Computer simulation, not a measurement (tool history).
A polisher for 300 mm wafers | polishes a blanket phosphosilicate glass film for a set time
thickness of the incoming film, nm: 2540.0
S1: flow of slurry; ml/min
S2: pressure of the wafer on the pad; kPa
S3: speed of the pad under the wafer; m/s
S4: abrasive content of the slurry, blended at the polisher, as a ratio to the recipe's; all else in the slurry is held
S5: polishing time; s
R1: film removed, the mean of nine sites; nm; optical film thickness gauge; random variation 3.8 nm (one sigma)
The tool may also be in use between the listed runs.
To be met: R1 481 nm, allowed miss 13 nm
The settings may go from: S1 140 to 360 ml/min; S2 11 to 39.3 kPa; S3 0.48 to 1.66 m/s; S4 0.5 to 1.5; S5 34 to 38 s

| run | hour | S1 | S2 | S3 | S4 | S5 | R1 |
|---|---|---|---|---|---|---|---|
| 1 | 0 | 230 | 24.8 | 1.06 | 1 | 38 | 355.38 |
| 2 | 6.8 | 205 | 24.8 | 1.06 | 1 | 38 | 347.81 |
| 3 | 7.8 | 205 | 24.8 | 1.06 | 1.2 | 38 | 377.44 |
| 4 | 15 | 205 | 24.8 | 0.86 | 1.2 | 38 | 322.67 |
| 5 | 23.7 | 215 | 26.9 | 0.86 | 1.2 | 38 | 349.77 |
| 6 | 25.7 | 220 | 29 | 0.86 | 1.2 | 38 | 373.83 |
| 7 | 32 | 225 | 30.3 | 0.86 | 1.2 | 38 | 396.91 |
| 8 | 40.8 | 230 | 31.7 | 0.86 | 1.2 | 38 | 407.3 |
| 9 | 47.9 | 230 | 33.1 | 0.86 | 1.2 | 38 | 432.58 |
| 10 | 49 | 230 | 33.8 | 0.86 | 1.2 | 38 | 441.14 |
| 11 | 53.8 | 230 | 34.5 | 0.86 | 1.2 | 38 | 443.63 |

Which of these 5 next moves meets every target?
| A | 58.6 | 325 | 39.3 | 0.86 | 0.85 | 37 | ? |
| B | 58.6 | 190 | 35.9 | 0.86 | 1.15 | 38 | ? |
| C | 58.6 | 260 | 34.5 | 1.04 | 1.15 | 38 | ? |
| D | 58.6 | 215 | 36.5 | 0.94 | 1.2 | 36 | ? |
| E | 58.6 | 145 | 35.9 | 1 | 0.95 | 37 | ? |

| move | R1 |
|---|---|
| A | 439.38 |
| B | 441.18 |
| C | 510.08 |
| D | 471.25 |
| E | 421.51 |
A: further off than the last run
B: further off than the last run
C: takes the result that was furthest off past its target
D: meets every target
E: further off than the last run
Move D is the one to make.
